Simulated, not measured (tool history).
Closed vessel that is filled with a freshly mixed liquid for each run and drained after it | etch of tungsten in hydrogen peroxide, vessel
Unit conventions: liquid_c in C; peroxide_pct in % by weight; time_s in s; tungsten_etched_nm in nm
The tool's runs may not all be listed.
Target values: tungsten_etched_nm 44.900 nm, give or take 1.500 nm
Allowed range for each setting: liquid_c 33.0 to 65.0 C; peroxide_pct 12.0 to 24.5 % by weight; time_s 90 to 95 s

Run 1, hour 0.0: liquid_c 49.0 C, peroxide_pct 16.5 % by weight, time_s 90 s. Result: tungsten_etched_nm 65.912 nm.
Run 2, hour 5.2: liquid_c 49.0 C, peroxide_pct 16.5 % by weight, time_s 95 s. Result: tungsten_etched_nm 69.283 nm.
Run 3, hour 7.9: liquid_c 49.0 C, peroxide_pct 16.5 % by weight, time_s 95 s. Result: tungsten_etched_nm 68.962 nm.
Run 4, hour 11.6: liquid_c 48.0 C, peroxide_pct 16.5 % by weight, time_s 95 s. Result: tungsten_etched_nm 64.651 nm.
Run 5, hour 17.2: liquid_c 47.0 C, peroxide_pct 16.5 % by weight, time_s 95 s. Result: tungsten_etched_nm 60.515 nm.
Run 6, hour 23.5: liquid_c 47.0 C, peroxide_pct 16.5 % by weight, time_s 95 s. Result: tungsten_etched_nm 60.360 nm.
Run 7, hour 32.0: liquid_c 46.5 C, peroxide_pct 16.5 % by weight, time_s 95 s. Result: tungsten_etched_nm 58.967 nm.
Run 8, hour 39.9: liquid_c 46.0 C, peroxide_pct 16.5 % by weight, time_s 95 s. Result: tungsten_etched_nm 57.773 nm.
Run 9, hour 43.7: liquid_c 45.5 C, peroxide_pct 16.5 % by weight, time_s 95 s. Result: tungsten_etched_nm 55.453 nm.
Run 10, hour 45.3: liquid_c 45.0 C, peroxide_pct 16.5 % by weight, time_s 95 s. Result: tungsten_etched_nm 53.768 nm.
Run 11, hour 49.4: liquid_c 44.5 C, peroxide_pct 16.5 % by weight, time_s 95 s. Result: tungsten_etched_nm 52.279 nm.
Run 12, hour 50.9: liquid_c 44.0 C, peroxide_pct 16.5 % by weight, time_s 95 s. Result: tungsten_etched_nm 50.310 nm.
Run 13, hour 57.3: liquid_c 43.5 C, peroxide_pct 16.5 % by weight, time_s 95 s. Result: tungsten_etched_nm 49.269 nm.

Which one of the following 4 next-run settings gets every result inside its allowed miss? There is exactly one.
Run A, hour 63.7: liquid_c 46.0 C, peroxide_pct 15.0 % by weight, time_s 95 s. Result: tungsten_etched_nm ?.
Run B, hour 63.7: liquid_c 45.5 C, peroxide_pct 17.0 % by weight, time_s 95 s. Result: tungsten_etched_nm ?.
Run C, hour 63.7: liquid_c 46.5 C, peroxide_pct 15.5 % by weight, time_s 90 s. Result: tungsten_etched_nm ?.
Run D, hour 63.7: liquid_c 42.0 C, peroxide_pct 17.0 % by weight, time_s 95 s. Result: tungsten_etched_nm ?.

move  tungsten_etched_nm
   A              54.493
   B              56.220
   C              54.146
   D              45.007
A: misses by more than the last run did
B: misses by more than the last run did
C: misses by more than the last run did
D: each result inside its tolerance
The move that meets every target is D.
